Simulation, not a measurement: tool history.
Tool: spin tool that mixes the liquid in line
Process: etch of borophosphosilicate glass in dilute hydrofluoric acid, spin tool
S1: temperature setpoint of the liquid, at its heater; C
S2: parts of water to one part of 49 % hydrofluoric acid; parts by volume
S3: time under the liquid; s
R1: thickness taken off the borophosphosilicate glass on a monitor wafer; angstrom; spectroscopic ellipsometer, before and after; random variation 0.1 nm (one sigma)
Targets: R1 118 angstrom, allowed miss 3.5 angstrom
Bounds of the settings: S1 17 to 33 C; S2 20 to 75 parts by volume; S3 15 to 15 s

run  hour    S1  S2  S3      R1
  1     0    25  45  15  175.54
  2   7.3    25  45  15  177.26
  3   9.9    25  45  15  176.31
  4  12.9    23  45  15  160.07
  5  18.6  21.5  45  15  149.08
  6  21.8    18  45  15  129.86
  7  26.8  17.5  45  15  129.16
  8  31.3    17  45  15   125.1
  9  38.8    17  45  15  124.12
 10  44.8    17  50  15  111.97
 11  53.5  17.5  50  15  114.35

Which of these 4 next moves meets every target?
  A  62.2  18.5  55  15   ?
  B  62.2  18.5  50  15   ?
  C  62.2    19  55  15   ?
  D  62.2    17  50  15   ?

move      R1
   A  108.84
   B  120.41
   C  111.19
   D  112.85
A: further off than the last run
B: meets every target
C: further off than the last run
D: further off than the last run
Answer: B
